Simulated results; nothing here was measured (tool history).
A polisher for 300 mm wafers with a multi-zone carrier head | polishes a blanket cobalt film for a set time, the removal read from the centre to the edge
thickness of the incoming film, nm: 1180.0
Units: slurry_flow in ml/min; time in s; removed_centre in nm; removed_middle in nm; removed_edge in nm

{"run": 1, "hour": 0.0, "slurry_flow": 160, "centre_zone": 1.0, "middle_zone": 1.0, "edge_zone": 1.0, "time": 58, "removed_centre": 447.0, "removed_middle": 442.5, "removed_edge": 446.27}
{"run": 2, "hour": 5.2, "slurry_flow": 125, "centre_zone": 1.0, "middle_zone": 1.0, "edge_zone": 1.0, "time": 58, "removed_centre": 425.56, "removed_middle": 413.86, "removed_edge": 434.03}
{"run": 3, "hour": 9.3, "slurry_flow": 125, "centre_zone": 0.95, "middle_zone": 1.0, "edge_zone": 1.0, "time": 58, "removed_centre": 399.38, "removed_middle": 417.88, "removed_edge": 427.78}
{"run": 4, "hour": 10.9, "slurry_flow": 100, "centre_zone": 0.95, "middle_zone": 1.0, "edge_zone": 1.0, "time": 58, "removed_centre": 372.16, "removed_middle": 392.87, "removed_edge": 407.94}
{"run": 5, "hour": 18.6, "slurry_flow": 100, "centre_zone": 0.95, "middle_zone": 0.93, "edge_zone": 1.0, "time": 58, "removed_centre": 368.05, "removed_middle": 377.38, "removed_edge": 403.95}
{"run": 6, "hour": 23.8, "slurry_flow": 100, "centre_zone": 0.92, "middle_zone": 0.93, "edge_zone": 1.0, "time": 58, "removed_centre": 350.94, "removed_middle": 374.24, "removed_edge": 407.37}

Run 7 comes next. What will it give?
{"hour": 25.3, "done": "edge zone pressure recalibrated"}
{"run": 7, "hour": 25.3, "slurry_flow": 130, "centre_zone": 0.93, "middle_zone": 0.98, "edge_zone": 1.05, "time": 61, "removed_centre": "?", "removed_middle": "?", "removed_edge": "?"}

removed_centre: 410.12 nm
removed_middle: 436.14 nm
removed_edge: 484.76 nm
